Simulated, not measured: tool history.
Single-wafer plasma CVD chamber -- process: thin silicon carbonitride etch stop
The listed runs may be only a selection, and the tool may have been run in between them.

run  hour  RF power (kW)  deposition time (s)  mean film thickness on the monitor wafer (angstrom)
  1     0          0.205                 24.4                                               137.27
  2   3.4           0.18                 24.4                                               131.56
  3  10.5           0.18                 25.8                                               138.94
  4  11.2          0.205                   27                                               150.87
  5  18.4          0.175                   27                                               142.71
  6  20.9          0.175                 23.6                                               125.03

Run 7 comes next. What will it give?
  7  26.5            0.2                 25.3                                                    ?

{"run 7": {"mean film thickness on the monitor wafer (angstrom)": 141.25}}
